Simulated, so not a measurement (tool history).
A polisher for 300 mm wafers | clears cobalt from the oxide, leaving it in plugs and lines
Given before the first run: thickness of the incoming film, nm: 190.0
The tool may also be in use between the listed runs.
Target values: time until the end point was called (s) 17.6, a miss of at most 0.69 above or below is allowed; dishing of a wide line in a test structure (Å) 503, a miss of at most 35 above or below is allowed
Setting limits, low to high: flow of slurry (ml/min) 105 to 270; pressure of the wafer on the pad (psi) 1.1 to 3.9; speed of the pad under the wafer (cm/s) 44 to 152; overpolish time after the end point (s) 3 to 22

run,hour,flow of slurry (ml/min),pressure of the wafer on the pad (psi),speed of the pad under the wafer (cm/s),overpolish time after the end point (s),time until the end point was called (s),dishing of a wide line in a test structure (Å)
1,0,175,2.5,98,11,28.391,425.37
2,6.4,175,2.7,98,11,25.952,424.59
3,14.4,175,2.9,98,11,24.46,435.16
4,16.3,155,2.9,98,11,25.235,441.66
5,20.5,155,2.9,86,11,28.317,414.53
6,27.1,165,3.1,86,11,25.764,438.15
7,30.3,175,3.3,86,11,24.523,429.3
8,37.3,175,3.4,88,11,22.919,452.22
9,41.2,190,3.9,94,10,18.803,483.16
10,44.2,190,3.9,96,10,18.797,467.36

5 candidate next runs follow, results not yet known. Just one meets every target within its allowed miss. Identify it.
A,47.2,210,3.9,98,11,?,?
B,47.2,210,3.9,90,10,?,?
C,47.2,170,3.9,106,7,?,?
D,47.2,170,3.9,88,8,?,?
E,47.2,225,3.4,90,13,?,?

move,time until the end point was called (s),dishing of a wide line in a test structure (Å)
A,17.755,509.85
B,19.281,481.76
C,16.892,439.69
D,20.232,430.69
E,21.883,504.3
A: every result lands within tolerance
B: misses by more than the last run did
C: pushes the last run's worst result past its target
D: misses by more than the last run did
E: misses by more than the last run did
A is the move that brings every result within its allowed miss.

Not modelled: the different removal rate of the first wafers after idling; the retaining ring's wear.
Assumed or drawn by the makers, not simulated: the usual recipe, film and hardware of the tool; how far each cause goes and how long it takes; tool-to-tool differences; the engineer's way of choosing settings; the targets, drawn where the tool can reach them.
